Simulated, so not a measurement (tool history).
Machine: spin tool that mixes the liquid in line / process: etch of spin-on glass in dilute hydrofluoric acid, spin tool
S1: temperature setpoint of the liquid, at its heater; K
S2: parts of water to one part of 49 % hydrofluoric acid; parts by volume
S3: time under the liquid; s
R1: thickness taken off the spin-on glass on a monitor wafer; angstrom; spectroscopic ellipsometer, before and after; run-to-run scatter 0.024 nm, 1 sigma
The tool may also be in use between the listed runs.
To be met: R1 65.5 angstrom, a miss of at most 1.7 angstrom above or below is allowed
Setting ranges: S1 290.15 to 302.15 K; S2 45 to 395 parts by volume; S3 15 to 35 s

| run | hour | S1 | S2 | S3 | R1 |
|---|---|---|---|---|---|
| 1 | 0 | 294.15 | 220 | 35 | 39.899 |
| 2 | 4.8 | 295.65 | 210 | 35 | 44.656 |
| 3 | 13 | 296.65 | 205 | 35 | 47.849 |
| 4 | 20.4 | 297.65 | 200 | 35 | 51.222 |
| 5 | 24.6 | 298.65 | 195 | 35 | 54.841 |
| 6 | 29.1 | 299.15 | 195 | 35 | 55.515 |
| 7 | 37.5 | 299.65 | 195 | 35 | 56.644 |
| 8 | 41.5 | 300.15 | 195 | 35 | 57.95 |
| 9 | 46.5 | 300.65 | 195 | 35 | 58.467 |

4 candidate next runs follow, results not yet known. Just one meets every target within its allowed miss. Identify it.
| A | 51.5 | 300.65 | 180 | 35 | ? |
| B | 51.5 | 300.15 | 225 | 35 | ? |
| C | 51.5 | 299.65 | 180 | 35 | ? |
| D | 51.5 | 302.15 | 230 | 35 | ? |

| move | R1 |
|---|---|
| A | 65.199 |
| B | 48.647 |
| C | 62.877 |
| D | 50.717 |
A: all results land within tolerance of their targets
B: further off than the last run
C: nearer than the last run, and not there yet
D: further off than the last run
Go with A: it meets all targets.

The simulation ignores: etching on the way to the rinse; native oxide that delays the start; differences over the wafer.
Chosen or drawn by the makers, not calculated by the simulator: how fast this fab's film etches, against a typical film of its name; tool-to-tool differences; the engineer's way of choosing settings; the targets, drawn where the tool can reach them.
